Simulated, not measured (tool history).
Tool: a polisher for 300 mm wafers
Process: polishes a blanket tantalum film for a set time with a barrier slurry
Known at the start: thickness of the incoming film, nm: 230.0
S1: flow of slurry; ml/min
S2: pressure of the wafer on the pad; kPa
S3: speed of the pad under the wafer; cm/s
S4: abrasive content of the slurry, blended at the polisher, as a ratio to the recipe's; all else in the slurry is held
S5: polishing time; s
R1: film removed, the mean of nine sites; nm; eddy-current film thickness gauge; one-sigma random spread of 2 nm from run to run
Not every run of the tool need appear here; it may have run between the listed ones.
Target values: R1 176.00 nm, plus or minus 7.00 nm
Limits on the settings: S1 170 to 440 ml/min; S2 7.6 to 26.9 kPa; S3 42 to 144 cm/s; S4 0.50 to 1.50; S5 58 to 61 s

{"run": 1, "hour": 0.0, "S1": 280, "S2": 17.2, "S3": 92, "S4": 1.0, "S5": 58, "R1": 129.58}
{"run": 2, "hour": 7.2, "S1": 280, "S2": 17.2, "S3": 92, "S4": 1.0, "S5": 58, "R1": 127.04}
{"run": 3, "hour": 8.0, "S1": 280, "S2": 17.9, "S3": 92, "S4": 1.0, "S5": 58, "R1": 130.26}
{"run": 4, "hour": 16.0, "S1": 280, "S2": 17.9, "S3": 92, "S4": 1.0, "S5": 58, "R1": 129.82}
{"run": 5, "hour": 18.2, "S1": 280, "S2": 17.9, "S3": 92, "S4": 0.8, "S5": 58, "R1": 121.09}
{"run": 6, "hour": 26.6, "S1": 350, "S2": 17.9, "S3": 92, "S4": 0.8, "S5": 58, "R1": 126.84}
{"run": 7, "hour": 35.1, "S1": 350, "S2": 19.3, "S3": 92, "S4": 0.8, "S5": 58, "R1": 137.15}
{"run": 8, "hour": 43.7, "S1": 350, "S2": 19.3, "S3": 92, "S4": 0.8, "S5": 58, "R1": 132.95}
{"run": 9, "hour": 52.2, "S1": 350, "S2": 20.7, "S3": 92, "S4": 0.8, "S5": 58, "R1": 143.37}

Which one of the following 5 next-run settings gets every result inside its allowed miss? There is exactly one.
{"run": "A", "hour": 60.7, "S1": 395, "S2": 24.8, "S3": 82, "S4": 0.9, "S5": 58, "R1": "?"}
{"run": "B", "hour": 60.7, "S1": 415, "S2": 20.7, "S3": 84, "S4": 0.8, "S5": 58, "R1": "?"}
{"run": "C", "hour": 60.7, "S1": 200, "S2": 22.8, "S3": 116, "S4": 0.95, "S5": 58, "R1": "?"}
{"run": "D", "hour": 60.7, "S1": 280, "S2": 22.1, "S3": 102, "S4": 0.9, "S5": 59, "R1": "?"}
{"run": "E", "hour": 60.7, "S1": 335, "S2": 24.1, "S3": 104, "S4": 0.8, "S5": 61, "R1": "?"}

move=A R1=163.83
move=B R1=135.33
move=C R1=199.03
move=D R1=178.05
move=E R1=200.21
A: nearer the targets than the last run, but a result is still out of spec
B: moves away from the targets compared with the last run
C: moves the result that the last run missed by most past its target, out the other side
D: each result inside its tolerance
E: moves the result that the last run missed by most past its target, out the other side
Correct choice: D, which meets every target

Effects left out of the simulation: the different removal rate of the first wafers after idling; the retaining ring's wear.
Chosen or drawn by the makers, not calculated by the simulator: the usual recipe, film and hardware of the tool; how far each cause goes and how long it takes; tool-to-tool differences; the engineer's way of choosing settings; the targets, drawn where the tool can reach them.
